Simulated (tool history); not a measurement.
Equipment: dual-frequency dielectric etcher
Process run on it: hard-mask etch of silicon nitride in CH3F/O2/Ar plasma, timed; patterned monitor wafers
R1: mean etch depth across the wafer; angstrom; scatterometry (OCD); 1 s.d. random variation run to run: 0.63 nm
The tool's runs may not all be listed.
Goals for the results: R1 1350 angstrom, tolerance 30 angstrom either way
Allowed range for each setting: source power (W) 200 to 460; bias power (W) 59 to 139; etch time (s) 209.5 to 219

Run 1, hour 0: source power (W) 330, bias power (W) 99, etch time (s) 209.5. Result: R1 1491.8 angstrom.
Run 2, hour 0.6: source power (W) 330, bias power (W) 99, etch time (s) 209.5. Result: R1 1489.4 angstrom.
Run 3, hour 5.5: source power (W) 330, bias power (W) 99, etch time (s) 219. Result: R1 1564.4 angstrom.
Run 4, hour 11.6: source power (W) 300, bias power (W) 97, etch time (s) 219. Result: R1 1503.8 angstrom.
Run 5, hour 20.2: source power (W) 350, bias power (W) 97, etch time (s) 219. Result: R1 1567.6 angstrom.
Run 6, hour 21.8: source power (W) 330, bias power (W) 93, etch time (s) 218.5. Result: R1 1513.7 angstrom.
Run 7, hour 29: source power (W) 310, bias power (W) 91, etch time (s) 218.5. Result: R1 1478.1 angstrom.
At hour 36.2: source power generator calibrated.
Run 8, hour 36.2: source power (W) 250, bias power (W) 83, etch time (s) 217.5. Result: R1 1312.9 angstrom.

Consider the 5 candidate settings below. Which is the only one whose results all fall within their allowed miss of target?
Run A, hour 43.4: source power (W) 270, bias power (W) 89, etch time (s) 214.5. Result: R1 ?.
Run B, hour 43.4: source power (W) 280, bias power (W) 91, etch time (s) 218. Result: R1 ?.
Run C, hour 43.4: source power (W) 280, bias power (W) 103, etch time (s) 213. Result: R1 ?.
Run D, hour 43.4: source power (W) 250, bias power (W) 111, etch time (s) 209.5. Result: R1 ?.
Run E, hour 43.4: source power (W) 280, bias power (W) 90, etch time (s) 219. Result: R1 ?.

move      R1
   A  1362.1
   B  1413.5
   C  1454.1
   D  1423.9
   E  1413.5
A: in spec on every target
B: the result that was furthest off in the last run now lies on the other side of its target
C: the result that was furthest off in the last run now lies on the other side of its target
D: the result that was furthest off in the last run now lies on the other side of its target
E: the result that was furthest off in the last run now lies on the other side of its target
So the answer is move A, the one that meets all the targets.
